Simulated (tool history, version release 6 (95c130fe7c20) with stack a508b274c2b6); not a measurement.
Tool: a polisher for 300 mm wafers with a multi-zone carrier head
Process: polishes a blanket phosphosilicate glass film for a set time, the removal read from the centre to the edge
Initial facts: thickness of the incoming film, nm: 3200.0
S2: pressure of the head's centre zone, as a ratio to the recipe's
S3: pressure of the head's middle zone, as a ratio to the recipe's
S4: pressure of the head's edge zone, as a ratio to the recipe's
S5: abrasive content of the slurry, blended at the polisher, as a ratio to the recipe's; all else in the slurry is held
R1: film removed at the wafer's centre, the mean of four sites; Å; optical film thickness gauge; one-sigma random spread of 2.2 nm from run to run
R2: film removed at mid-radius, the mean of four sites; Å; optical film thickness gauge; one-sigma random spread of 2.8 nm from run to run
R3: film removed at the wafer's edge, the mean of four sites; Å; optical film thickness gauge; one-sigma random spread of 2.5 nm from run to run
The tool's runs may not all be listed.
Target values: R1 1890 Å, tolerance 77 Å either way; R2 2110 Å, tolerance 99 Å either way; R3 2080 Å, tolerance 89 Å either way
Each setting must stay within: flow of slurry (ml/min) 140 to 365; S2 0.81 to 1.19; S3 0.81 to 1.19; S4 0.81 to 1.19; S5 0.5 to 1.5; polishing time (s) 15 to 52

run 1 hour=0 | flow_of_slurry_(ml/min)=235 S2=1 S3=1 S4=1 S5=1 polishing_time_(s)=33 | R1=3250.9 R2=3326.8 R3=3310.1
run 2 hour=7.5 | flow_of_slurry_(ml/min)=235 S2=1.07 S3=1 S4=1 S5=1 polishing_time_(s)=33 | R1=3419.9 R2=3304.4 R3=3365.5
run 3 hour=15.8 | flow_of_slurry_(ml/min)=230 S2=1.02 S3=0.99 S4=0.99 S5=0.9 polishing_time_(s)=32 | R1=3034.5 R2=3075.3 R3=3074.8
run 4 hour=23.9 | flow_of_slurry_(ml/min)=230 S2=1.02 S3=0.92 S4=0.99 S5=0.9 polishing_time_(s)=32 | R1=3067.2 R2=2830.1 R3=3124.3
run 5 hour=27.5 | flow_of_slurry_(ml/min)=225 S2=0.99 S3=0.92 S4=0.97 S5=0.8 polishing_time_(s)=31 | R1=2822.1 R2=2648.1 R3=2806.5
run 6 hour=31.3 | flow_of_slurry_(ml/min)=195 S2=0.99 S3=0.92 S4=0.97 S5=0.8 polishing_time_(s)=31 | R1=2675.4 R2=2549.6 R3=2792.7
run 7 hour=35.9 | flow_of_slurry_(ml/min)=190 S2=0.96 S3=0.93 S4=0.96 S5=0.75 polishing_time_(s)=30 | R1=2479.1 R2=2436.7 R3=2577
run 8 hour=40.8 | flow_of_slurry_(ml/min)=185 S2=0.93 S3=0.94 S4=0.96 S5=0.7 polishing_time_(s)=30 | R1=2347.2 R2=2360.7 R3=2494.3
run 9 hour=46.8 | flow_of_slurry_(ml/min)=180 S2=0.91 S3=0.95 S4=0.95 S5=0.65 polishing_time_(s)=30 | R1=2147 R2=2322.9 R3=2425.2
run 10 hour=51.6 | flow_of_slurry_(ml/min)=180 S2=0.91 S3=0.95 S4=0.93 S5=0.6 polishing_time_(s)=30 | R1=2114.3 R2=2246.5 R3=2285.3
run 11 hour=57.2 | flow_of_slurry_(ml/min)=175 S2=0.9 S3=0.95 S4=0.92 S5=0.6 polishing_time_(s)=30 | R1=2067 R2=2208.7 R3=2297.9
run 12 hour=62.9 | flow_of_slurry_(ml/min)=175 S2=0.9 S3=0.96 S4=0.91 S5=0.6 polishing_time_(s)=30 | R1=2131.6 R2=2250.7 R3=2273.3
run 13 hour=67.6 | flow_of_slurry_(ml/min)=175 S2=0.88 S3=0.96 S4=0.9 S5=0.6 polishing_time_(s)=30 | R1=2029.2 R2=2268.9 R3=2225.3
run 14 hour=74 | flow_of_slurry_(ml/min)=175 S2=0.87 S3=0.95 S4=0.89 S5=0.6 polishing_time_(s)=30 | R1=2002.4 R2=2296.7 R3=2230.2
run 15 hour=80.1 | flow_of_slurry_(ml/min)=170 S2=0.88 S3=0.91 S4=0.87 S5=0.5 polishing_time_(s)=29 | R1=1770.8 R2=1862.7 R3=1978.2
run 16 hour=87.8 | flow_of_slurry_(ml/min)=180 S2=0.88 S3=0.92 S4=0.88 S5=0.5 polishing_time_(s)=29 | R1=1794.4 R2=1927.9 R3=1945.3
run 17 hour=88.6 | flow_of_slurry_(ml/min)=180 S2=0.88 S3=0.93 S4=0.89 S5=0.5 polishing_time_(s)=29 | R1=1802.3 R2=1956 R3=1993.1
run 18 hour=94.7 | flow_of_slurry_(ml/min)=180 S2=0.88 S3=0.94 S4=0.9 S5=0.5 polishing_time_(s)=29 | R1=1787 R2=1921.1 R3=2031.9
run 19 hour=96.5 | flow_of_slurry_(ml/min)=180 S2=0.88 S3=0.95 S4=0.9 S5=0.5 polishing_time_(s)=29 | R1=1789 R2=1979.6 R3=1994.4
run 20 hour=98.6 | flow_of_slurry_(ml/min)=180 S2=0.88 S3=0.96 S4=0.91 S5=0.5 polishing_time_(s)=29 | R1=1800.4 R2=2022 R3=1995.1
run 21 hour=106.2 | flow_of_slurry_(ml/min)=180 S2=0.88 S3=0.96 S4=0.92 S5=0.5 polishing_time_(s)=29 | R1=1807.8 R2=1961 R3=2012

Exercise: of the 5 proposed moves below, exactly one satisfies all targets within the stated allowed misses. Which move is it?
run A hour=113.8 | flow_of_slurry_(ml/min)=210 S2=0.86 S3=0.95 S4=0.87 S5=0.55 polishing_time_(s)=29 | R1=? R2=? R3=?
run B hour=113.8 | flow_of_slurry_(ml/min)=170 S2=0.88 S3=0.84 S4=1.01 S5=0.5 polishing_time_(s)=30 | R1=? R2=? R3=?
run C hour=113.8 | flow_of_slurry_(ml/min)=190 S2=0.82 S3=0.94 S4=1.03 S5=0.75 polishing_time_(s)=24 | R1=? R2=? R3=?
run D hour=113.8 | flow_of_slurry_(ml/min)=180 S2=1.1 S3=0.94 S4=0.94 S5=0.5 polishing_time_(s)=26 | R1=? R2=? R3=?
run E hour=113.8 | flow_of_slurry_(ml/min)=230 S2=0.89 S3=0.98 S4=0.97 S5=0.55 polishing_time_(s)=26 | R1=? R2=? R3=?

move=A R1=1927.1 R2=2096.9 R3=2058.4
move=B R1=1883.8 R2=1821.6 R3=2141.5
move=C R1=1748.4 R2=1966.5 R3=2115.3
move=D R1=1999.8 R2=1743.9 R3=1800.7
move=E R1=1799.6 R2=1948.6 R3=1954.7
A: each result inside its tolerance
B: moves away from the targets compared with the last run
C: moves away from the targets compared with the last run
D: moves away from the targets compared with the last run
E: moves away from the targets compared with the last run
Correct choice: A, which meets every target
